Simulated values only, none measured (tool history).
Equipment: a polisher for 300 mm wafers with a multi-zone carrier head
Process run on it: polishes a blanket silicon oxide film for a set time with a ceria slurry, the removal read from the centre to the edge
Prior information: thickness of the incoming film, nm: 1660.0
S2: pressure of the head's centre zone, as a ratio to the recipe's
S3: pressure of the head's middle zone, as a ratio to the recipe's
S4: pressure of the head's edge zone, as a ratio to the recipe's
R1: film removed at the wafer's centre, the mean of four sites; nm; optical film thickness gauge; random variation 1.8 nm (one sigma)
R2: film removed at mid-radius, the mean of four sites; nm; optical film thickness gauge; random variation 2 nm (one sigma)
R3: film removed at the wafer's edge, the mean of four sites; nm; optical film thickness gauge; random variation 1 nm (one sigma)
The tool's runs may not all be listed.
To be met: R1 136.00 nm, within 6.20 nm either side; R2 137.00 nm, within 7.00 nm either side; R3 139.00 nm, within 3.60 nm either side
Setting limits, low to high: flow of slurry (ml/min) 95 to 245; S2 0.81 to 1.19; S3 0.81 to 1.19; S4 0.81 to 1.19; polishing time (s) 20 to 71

{"run": 1, "day": 0.0, "flow of slurry (ml/min)": 155, "S2": 1.0, "S3": 1.0, "S4": 1.0, "polishing time (s)": 45, "R1": 191.66, "R2": 184.95, "R3": 188.62}
{"run": 2, "day": 0.108, "flow of slurry (ml/min)": 170, "S2": 1.0, "S3": 1.0, "S4": 1.0, "polishing time (s)": 45, "R1": 198.98, "R2": 187.99, "R3": 188.36}
{"run": 3, "day": 0.35, "flow of slurry (ml/min)": 165, "S2": 0.97, "S3": 0.98, "S4": 0.97, "polishing time (s)": 41, "R1": 174.04, "R2": 169.18, "R3": 169.88}
{"run": 4, "day": 0.608, "flow of slurry (ml/min)": 165, "S2": 0.97, "S3": 0.98, "S4": 0.9, "polishing time (s)": 41, "R1": 170.83, "R2": 166.83, "R3": 162.79}
{"run": 5, "day": 0.854, "flow of slurry (ml/min)": 165, "S2": 0.97, "S3": 0.98, "S4": 0.9, "polishing time (s)": 32, "R1": 133.11, "R2": 134.61, "R3": 130.1}
{"run": 6, "day": 0.979, "flow of slurry (ml/min)": 165, "S2": 0.97, "S3": 0.91, "S4": 0.9, "polishing time (s)": 32, "R1": 135.33, "R2": 122.81, "R3": 127.31}
{"run": 7, "day": 1.025, "flow of slurry (ml/min)": 165, "S2": 0.97, "S3": 0.91, "S4": 0.9, "polishing time (s)": 32, "R1": 135.68, "R2": 124.42, "R3": 128.61}
{"run": 8, "day": 1.258, "flow of slurry (ml/min)": 175, "S2": 0.95, "S3": 0.92, "S4": 0.92, "polishing time (s)": 32, "R1": 134.77, "R2": 125.62, "R3": 130.81}
{"run": 9, "day": 1.425, "flow of slurry (ml/min)": 180, "S2": 0.94, "S3": 0.94, "S4": 0.94, "polishing time (s)": 32, "R1": 133.8, "R2": 132.36, "R3": 131.35}
{"run": 10, "day": 1.629, "flow of slurry (ml/min)": 180, "S2": 0.94, "S3": 0.94, "S4": 0.94, "polishing time (s)": 32, "R1": 133.07, "R2": 130.82, "R3": 131.52}
{"run": 11, "day": 1.962, "flow of slurry (ml/min)": 180, "S2": 0.94, "S3": 0.95, "S4": 0.96, "polishing time (s)": 32, "R1": 131.02, "R2": 133.52, "R3": 132.56}
{"run": 12, "day": 2.05, "flow of slurry (ml/min)": 180, "S2": 0.95, "S3": 0.95, "S4": 0.98, "polishing time (s)": 32, "R1": 133.74, "R2": 127.74, "R3": 133.88}
{"run": 13, "day": 2.192, "flow of slurry (ml/min)": 185, "S2": 0.95, "S3": 0.96, "S4": 0.99, "polishing time (s)": 32, "R1": 132.01, "R2": 130.27, "R3": 135.26}
{"run": 14, "day": 2.512, "flow of slurry (ml/min)": 185, "S2": 0.95, "S3": 0.97, "S4": 0.99, "polishing time (s)": 32, "R1": 132.41, "R2": 133.09, "R3": 134.51}

Of the 4 settings listed for the next run, only one would bring every result within its allowed miss of target. Which one?
{"run": "A", "day": 2.833, "flow of slurry (ml/min)": 190, "S2": 0.95, "S3": 1.0, "S4": 0.93, "polishing time (s)": 31, "R1": "?", "R2": "?", "R3": "?"}
{"run": "B", "day": 2.833, "flow of slurry (ml/min)": 170, "S2": 1.0, "S3": 0.91, "S4": 1.04, "polishing time (s)": 32, "R1": "?", "R2": "?", "R3": "?"}
{"run": "C", "day": 2.833, "flow of slurry (ml/min)": 205, "S2": 0.92, "S3": 0.94, "S4": 0.94, "polishing time (s)": 33, "R1": "?", "R2": "?", "R3": "?"}
{"run": "D", "day": 2.833, "flow of slurry (ml/min)": 175, "S2": 0.87, "S3": 0.98, "S4": 1.05, "polishing time (s)": 33, "R1": "?", "R2": "?", "R3": "?"}

move=A R1=130.35 R2=131.38 R3=126.01
move=B R1=138.91 R2=123.31 R3=135.83
move=C R1=135.94 R2=134.13 R3=135.92
move=D R1=125.71 R2=135.95 R3=141.04
A: lands further from the targets than the last run did
B: corrects the largest miss of the last run, while another result sits out of spec
C: each result inside its tolerance
D: corrects the largest miss of the last run, while another result sits out of spec
Correct choice: C, which meets every target
